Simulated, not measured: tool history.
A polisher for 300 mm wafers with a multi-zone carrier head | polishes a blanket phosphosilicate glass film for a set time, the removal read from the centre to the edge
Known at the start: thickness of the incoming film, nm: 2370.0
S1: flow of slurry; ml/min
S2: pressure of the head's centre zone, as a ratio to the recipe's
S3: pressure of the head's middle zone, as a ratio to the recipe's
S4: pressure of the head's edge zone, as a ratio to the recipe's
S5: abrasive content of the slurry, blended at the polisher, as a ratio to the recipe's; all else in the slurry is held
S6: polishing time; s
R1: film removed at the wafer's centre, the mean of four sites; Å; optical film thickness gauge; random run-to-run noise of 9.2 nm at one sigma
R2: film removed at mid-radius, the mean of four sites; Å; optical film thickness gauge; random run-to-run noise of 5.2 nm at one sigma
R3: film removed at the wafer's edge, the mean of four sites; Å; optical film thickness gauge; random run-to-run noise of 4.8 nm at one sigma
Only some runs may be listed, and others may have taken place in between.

Run 1, day 0: S1 225 ml/min, S2 1, S3 1, S4 1, S5 1, S6 52 s. Result: R1 5494.3 Å, R2 5082.6 Å, R3 5164.5 Å.
Run 2, day 0.229: S1 225 ml/min, S2 1, S3 1, S4 1, S5 1, S6 45 s. Result: R1 4781.7 Å, R2 4410.4 Å, R3 4412.8 Å.
Run 3, day 0.517: S1 230 ml/min, S2 1.01, S3 1.01, S4 1.02, S5 1.1, S6 46 s. Result: R1 5126.1 Å, R2 4605.2 Å, R3 4638.7 Å.
Run 4, day 0.821: S1 230 ml/min, S2 1.01, S3 1.01, S4 1.02, S5 1.1, S6 39 s. Result: R1 4286.6 Å, R2 3882.9 Å, R3 3941.5 Å.
Run 5, day 1.033: S1 235 ml/min, S2 1, S3 1.02, S4 1.03, S5 1.15, S6 42 s. Result: R1 4674.1 Å, R2 4387.8 Å, R3 4367 Å.
Run 6, day 1.217: S1 240 ml/min, S2 1, S3 1.02, S4 1.05, S5 1.2, S6 44 s. Result: R1 5106.9 Å, R2 4615.3 Å, R3 4628 Å.
At day 1.342: centre zone pressure recalibrated.
Run 7, day 1.342: S1 240 ml/min, S2 0.99, S3 1.02, S4 1.06, S5 1.25, S6 46 s. Result: R1 4732.9 Å, R2 4867.4 Å, R3 4925.6 Å.

Forecast run 8:
Run 8, day 1.633: S1 305 ml/min, S2 1.09, S3 1.08, S4 1.14, S5 1.5, S6 54 s. Result: R1 ?, R2 ?, R3 ?.

Run 8 yielded R1 6473.5 Å, R2 6539.4 Å, R3 6553.3 Å.
